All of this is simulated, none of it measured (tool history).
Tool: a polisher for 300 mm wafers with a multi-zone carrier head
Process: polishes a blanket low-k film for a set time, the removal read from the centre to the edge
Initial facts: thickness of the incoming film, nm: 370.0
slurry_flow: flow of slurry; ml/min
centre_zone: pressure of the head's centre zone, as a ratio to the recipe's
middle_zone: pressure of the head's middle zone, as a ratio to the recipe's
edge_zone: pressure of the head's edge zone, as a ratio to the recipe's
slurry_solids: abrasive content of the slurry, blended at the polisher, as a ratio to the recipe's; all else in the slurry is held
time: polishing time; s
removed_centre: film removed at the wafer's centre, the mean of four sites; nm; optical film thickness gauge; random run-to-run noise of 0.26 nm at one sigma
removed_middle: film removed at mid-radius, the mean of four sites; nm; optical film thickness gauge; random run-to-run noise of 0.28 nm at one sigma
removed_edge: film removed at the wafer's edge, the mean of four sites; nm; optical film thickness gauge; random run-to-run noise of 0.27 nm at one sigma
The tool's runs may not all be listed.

run,hour,slurry_flow,centre_zone,middle_zone,edge_zone,slurry_solids,time,removed_centre,removed_middle,removed_edge
1,0.0,235,1.00,1.00,1.00,1.00,66,28.361,28.682,29.521
2,2.3,235,1.00,1.00,0.94,1.00,66,28.741,28.768,28.471
3,7.1,235,1.00,1.00,0.87,1.00,66,28.926,28.558,27.629
4,14.4,235,1.00,0.95,0.87,1.00,66,28.408,27.447,27.683
5,18.6,235,1.00,0.95,0.91,1.00,66,28.900,27.453,27.899
6,20.6,245,1.00,1.00,0.96,1.10,66,30.546,30.828,30.622
7,27.3,255,0.99,1.03,1.01,1.15,66,31.657,32.440,32.253

What will run 8 give?
8,30.4,260,0.97,1.06,1.05,1.20,66,?,?,?

removed_centre: 31.427 nm
removed_middle: 33.882 nm
removed_edge: 33.663 nm
